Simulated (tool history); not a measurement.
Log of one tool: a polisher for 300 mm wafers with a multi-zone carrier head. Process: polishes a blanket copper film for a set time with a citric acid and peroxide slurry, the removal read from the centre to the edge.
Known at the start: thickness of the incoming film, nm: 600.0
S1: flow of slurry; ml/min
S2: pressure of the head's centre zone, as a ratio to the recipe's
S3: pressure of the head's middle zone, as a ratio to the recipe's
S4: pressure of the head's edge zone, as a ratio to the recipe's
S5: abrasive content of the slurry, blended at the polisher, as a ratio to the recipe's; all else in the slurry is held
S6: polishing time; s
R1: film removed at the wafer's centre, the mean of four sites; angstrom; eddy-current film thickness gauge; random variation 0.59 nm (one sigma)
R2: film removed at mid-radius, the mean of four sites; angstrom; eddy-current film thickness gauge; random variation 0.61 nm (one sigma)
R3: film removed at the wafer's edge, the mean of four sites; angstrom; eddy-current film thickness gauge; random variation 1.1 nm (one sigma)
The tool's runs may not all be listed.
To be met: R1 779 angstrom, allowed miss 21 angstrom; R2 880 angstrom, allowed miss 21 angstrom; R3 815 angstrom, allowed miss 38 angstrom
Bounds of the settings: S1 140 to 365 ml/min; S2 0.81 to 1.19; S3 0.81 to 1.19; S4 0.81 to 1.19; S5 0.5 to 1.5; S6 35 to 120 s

run	hour	S1	S2	S3	S4	S5	S6	R1	R2	R3
1	0	235	1	1	1	1	77	1149	1182.4	1182
2	8.1	235	1	1	0.95	1	77	1135.4	1178.3	1159.3
3	13.2	280	1	1	0.95	1	77	1173.9	1197.3	1208.4
4	15.6	265	0.99	1	0.93	0.95	76	1124.3	1153.7	1134.8
5	16.8	265	0.99	1	1	0.95	76	1128.4	1152.2	1166.6
6	22	265	1.05	1	1	0.95	76	1190.1	1149.8	1156.5
7	22.9	250	1.03	1	0.98	0.9	75	1134	1121.6	1130
8	27.6	240	1.02	1.01	0.96	0.85	73	1068.3	1088.1	1051.5
9	28.8	230	1	1	0.95	0.8	72	1012.5	1032.3	1030.5
10	32.8	220	0.99	1.01	0.93	0.75	71	988.05	1008	969.52
11	38.3	220	0.99	1.01	0.93	0.75	71	974.74	1007.2	984.75
12	39.4	215	0.98	1.01	0.92	0.7	70	930.97	995.86	949.29
13	41.2	210	0.97	1.01	0.91	0.65	70	900.26	972.31	923.09
14	49.9	205	0.96	1.01	0.9	0.65	70	880.01	955.12	936.98
15	55	200	0.96	1.01	0.89	0.65	69	865.27	936.66	910.8
16	62.6	170	0.92	1.01	0.81	0.5	68	748.05	859.54	771.39
# hour 69.8: worn pad replaced by a new one
17	69.8	175	0.92	1.01	0.82	0.5	68	832.84	928.62	850
18	71.7	170	0.92	1.01	0.82	0.5	68	815.63	923.18	845.94

Which of these 4 next moves meets every target?
A	73.6	155	0.91	0.99	0.81	0.5	66	?	?	?
B	73.6	205	0.94	1.05	0.81	0.55	65	?	?	?
C	73.6	160	1	1.01	0.81	0.6	62	?	?	?
D	73.6	240	0.99	1.11	0.81	0.5	62	?	?	?

move	R1	R2	R3
A	781.11	877.8	805.64
B	849.79	966.48	834.73
C	847.54	879.76	793.04
D	852.6	962.42	788.58
A: meets every target
B: further off than the last run
C: brings the result that was furthest off to its target, and leaves another outside
D: further off than the last run
Answer: A
